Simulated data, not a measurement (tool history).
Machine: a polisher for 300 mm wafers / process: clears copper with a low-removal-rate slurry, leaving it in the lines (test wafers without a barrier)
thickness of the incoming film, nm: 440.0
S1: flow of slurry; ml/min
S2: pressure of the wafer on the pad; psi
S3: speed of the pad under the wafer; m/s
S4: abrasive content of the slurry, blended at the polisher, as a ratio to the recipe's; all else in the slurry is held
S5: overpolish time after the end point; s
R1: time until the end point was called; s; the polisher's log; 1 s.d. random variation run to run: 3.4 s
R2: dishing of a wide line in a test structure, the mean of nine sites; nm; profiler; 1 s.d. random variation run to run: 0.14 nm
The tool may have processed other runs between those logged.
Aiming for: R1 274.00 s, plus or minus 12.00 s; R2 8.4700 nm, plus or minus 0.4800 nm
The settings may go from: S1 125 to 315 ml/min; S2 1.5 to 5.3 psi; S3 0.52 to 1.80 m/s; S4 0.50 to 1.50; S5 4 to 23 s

run	hour	S1	S2	S3	S4	S5	R1	R2
1	0.0	205	3.4	1.16	1.00	12	138.82	26.8010
2	6.1	205	3.0	1.16	1.00	12	156.34	23.0610
3	7.7	205	2.4	1.16	1.00	12	185.94	20.2750
4	15.5	205	2.3	1.10	1.00	11	197.43	16.9820
5	19.8	205	2.3	1.10	1.15	11	190.76	18.0580
6	27.6	245	2.3	1.10	1.15	11	189.93	17.9090
7	35.5	245	2.2	1.04	1.15	10	205.56	15.6850
8	44.0	245	2.1	1.00	1.15	9	217.97	13.1630
9	52.5	245	2.0	0.98	1.15	9	233.61	12.4920
10	59.3	245	2.0	0.96	1.15	9	227.38	12.3510
11	65.2	245	2.0	0.94	1.15	9	237.30	11.9290
12	68.8	245	1.5	0.94	1.15	6	282.13	7.0522
# hour 77.1: head pressure recalibrated
13	77.1	245	1.5	0.94	1.15	6	273.47	7.2318

Consider the 4 candidate settings below. Which is the only one whose results all fall within their allowed miss of target?
A	85.4	180	1.5	0.90	1.10	9	?	?
B	85.4	230	2.1	0.84	1.30	7	?	?
C	85.4	260	2.9	0.60	1.10	7	?	?
D	85.4	315	1.5	0.92	1.30	6	?	?

move	R1	R2
A	303.50	9.7144
B	244.30	9.4380
C	274.89	8.4561
D	267.28	7.4455
A: the result that was furthest off in the last run now lies on the other side of its target
B: the result that was furthest off in the last run now lies on the other side of its target
C: each result inside its tolerance
D: nearer than the last run, and not there yet
C meets every target.
